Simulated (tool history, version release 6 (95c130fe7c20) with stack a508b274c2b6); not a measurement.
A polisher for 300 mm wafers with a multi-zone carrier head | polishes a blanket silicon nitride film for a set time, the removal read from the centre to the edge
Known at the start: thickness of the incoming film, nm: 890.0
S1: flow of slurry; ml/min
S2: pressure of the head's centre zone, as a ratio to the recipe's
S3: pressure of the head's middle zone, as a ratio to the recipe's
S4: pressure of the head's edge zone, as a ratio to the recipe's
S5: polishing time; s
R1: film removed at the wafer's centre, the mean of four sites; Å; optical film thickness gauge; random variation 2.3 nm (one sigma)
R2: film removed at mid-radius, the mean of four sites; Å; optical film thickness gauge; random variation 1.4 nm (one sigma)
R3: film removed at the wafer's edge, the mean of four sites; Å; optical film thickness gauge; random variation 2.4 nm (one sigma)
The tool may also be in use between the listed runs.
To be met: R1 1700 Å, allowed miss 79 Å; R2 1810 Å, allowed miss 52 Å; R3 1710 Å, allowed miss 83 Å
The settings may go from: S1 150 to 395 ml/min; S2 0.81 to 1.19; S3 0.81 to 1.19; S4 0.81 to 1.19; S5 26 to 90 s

Run 1, hour 0: S1 250 ml/min, S2 1, S3 1, S4 1, S5 58 s. Result: R1 1243.8 Å, R2 1206.3 Å, R3 1225.5 Å.
Run 2, hour 1: S1 250 ml/min, S2 1, S3 1, S4 1, S5 65 s. Result: R1 1350.5 Å, R2 1350.4 Å, R3 1342.5 Å.
Run 3, hour 1.7: S1 250 ml/min, S2 1, S3 1.04, S4 1, S5 65 s. Result: R1 1321.8 Å, R2 1407.6 Å, R3 1355.2 Å.
Run 4, hour 7.2: S1 250 ml/min, S2 1, S3 0.96, S4 1, S5 65 s. Result: R1 1373.6 Å, R2 1306.1 Å, R3 1325.3 Å.
Run 5, hour 8.4: S1 250 ml/min, S2 1, S3 0.96, S4 1.04, S5 65 s. Result: R1 1329.7 Å, R2 1292.7 Å, R3 1389.5 Å.
Run 6, hour 12.9: S1 260 ml/min, S2 1.04, S3 1.01, S4 1.05, S5 67 s. Result: R1 1445.1 Å, R2 1421.6 Å, R3 1429.8 Å.
Run 7, hour 19.1: S1 270 ml/min, S2 1.06, S3 1.04, S4 1.08, S5 69 s. Result: R1 1562.6 Å, R2 1501 Å, R3 1468.9 Å.
Run 8, hour 23.9: S1 270 ml/min, S2 1.05, S3 1.06, S4 1.1, S5 71 s. Result: R1 1582.4 Å, R2 1588.3 Å, R3 1545.1 Å.
Run 9, hour 24.7: S1 275 ml/min, S2 1.05, S3 1.08, S4 1.12, S5 72 s. Result: R1 1571.5 Å, R2 1607.6 Å, R3 1583.7 Å.
Run 10, hour 26.3: S1 280 ml/min, S2 1.06, S3 1.1, S4 1.13, S5 73 s. Result: R1 1640.3 Å, R2 1697.6 Å, R3 1593.7 Å.
Run 11, hour 34.8: S1 310 ml/min, S2 1.03, S3 1.1, S4 1.19, S5 76 s. Result: R1 1671.2 Å, R2 1755.9 Å, R3 1774.3 Å.

Which of these 5 next moves meets every target?
Run A, hour 43.3: S1 325 ml/min, S2 0.98, S3 1, S4 1.19, S5 80 s. Result: R1 ?, R2 ?, R3 ?.
Run B, hour 43.3: S1 295 ml/min, S2 1.02, S3 1.1, S4 1.13, S5 78 s. Result: R1 ?, R2 ?, R3 ?.
Run C, hour 43.3: S1 295 ml/min, S2 0.98, S3 1.06, S4 1.19, S5 77 s. Result: R1 ?, R2 ?, R3 ?.
Run D, hour 43.3: S1 325 ml/min, S2 1.04, S3 1.04, S4 1.17, S5 76 s. Result: R1 ?, R2 ?, R3 ?.
Run E, hour 43.3: S1 355 ml/min, S2 1, S3 1.07, S4 1.17, S5 73 s. Result: R1 ?, R2 ?, R3 ?.

move      R1      R2      R3
   A  1692.1  1699.3  1813.9
   B  1702.4    1781  1707.9
   C  1613.8  1703.6  1732.8
   D  1707.2  1668.4    1707
   E  1589.4  1654.2  1648.3
A: further off than the last run
B: meets every target
C: further off than the last run
D: further off than the last run
E: further off than the last run
Answer: B

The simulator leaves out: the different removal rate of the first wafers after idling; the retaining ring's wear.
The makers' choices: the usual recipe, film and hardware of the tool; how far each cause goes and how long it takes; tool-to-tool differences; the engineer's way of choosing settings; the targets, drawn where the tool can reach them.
